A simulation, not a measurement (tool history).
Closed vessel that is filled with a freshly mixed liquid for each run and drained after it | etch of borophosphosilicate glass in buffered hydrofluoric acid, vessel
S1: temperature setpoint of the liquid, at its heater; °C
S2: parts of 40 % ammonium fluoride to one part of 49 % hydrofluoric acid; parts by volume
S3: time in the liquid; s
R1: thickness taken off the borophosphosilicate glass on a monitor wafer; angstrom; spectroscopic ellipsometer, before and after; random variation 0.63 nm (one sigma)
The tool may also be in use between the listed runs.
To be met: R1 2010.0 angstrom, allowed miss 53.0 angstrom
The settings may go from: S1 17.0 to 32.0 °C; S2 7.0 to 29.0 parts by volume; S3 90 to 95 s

Run 1, day 0.000: S1 24.0 °C, S2 18.0 parts by volume, S3 90 s. Result: R1 813.6 angstrom.
Run 2, day 0.171: S1 26.0 °C, S2 15.5 parts by volume, S3 90 s. Result: R1 1051.2 angstrom.
Run 3, day 0.238: S1 27.5 °C, S2 14.0 parts by volume, S3 90 s. Result: R1 1257.1 angstrom.
Run 4, day 0.408: S1 28.5 °C, S2 13.0 parts by volume, S3 90 s. Result: R1 1433.6 angstrom.
Run 5, day 0.625: S1 28.5 °C, S2 13.0 parts by volume, S3 95 s. Result: R1 1505.4 angstrom.
Run 6, day 0.692: S1 28.5 °C, S2 18.0 parts by volume, S3 95 s. Result: R1 1097.4 angstrom.
Run 7, day 0.817: S1 29.5 °C, S2 16.0 parts by volume, S3 95 s. Result: R1 1298.4 angstrom.
Run 8, day 0.875: S1 30.0 °C, S2 14.5 parts by volume, S3 95 s. Result: R1 1455.9 angstrom.
Run 9, day 1.212: S1 30.5 °C, S2 13.5 parts by volume, S3 95 s. Result: R1 1606.6 angstrom.
Run 10, day 1.492: S1 31.0 °C, S2 13.0 parts by volume, S3 95 s. Result: R1 1710.5 angstrom.
Run 11, day 1.621: S1 31.5 °C, S2 12.5 parts by volume, S3 95 s. Result: R1 1823.1 angstrom.
At day 1.996: thermometer replaced.
Run 12, day 1.996: S1 31.5 °C, S2 12.0 parts by volume, S3 95 s. Result: R1 2126.2 angstrom.

Which of these 5 next moves meets every target?
Run A, day 2.371: S1 25.5 °C, S2 9.0 parts by volume, S3 90 s. Result: R1 ?.
Run B, day 2.371: S1 32.0 °C, S2 11.5 parts by volume, S3 95 s. Result: R1 ?.
Run C, day 2.371: S1 32.0 °C, S2 12.5 parts by volume, S3 95 s. Result: R1 ?.
Run D, day 2.371: S1 32.0 °C, S2 13.0 parts by volume, S3 95 s. Result: R1 ?.
Run E, day 2.371: S1 30.0 °C, S2 11.0 parts by volume, S3 95 s. Result: R1 ?.

move      R1
   A  1872.0
   B  2264.9
   C  2087.2
   D  2008.5
   E  2133.3
A: takes the result that was furthest off past its target
B: further off than the last run
C: nearer than the last run, and not there yet
D: meets every target
E: further off than the last run
Answer: D
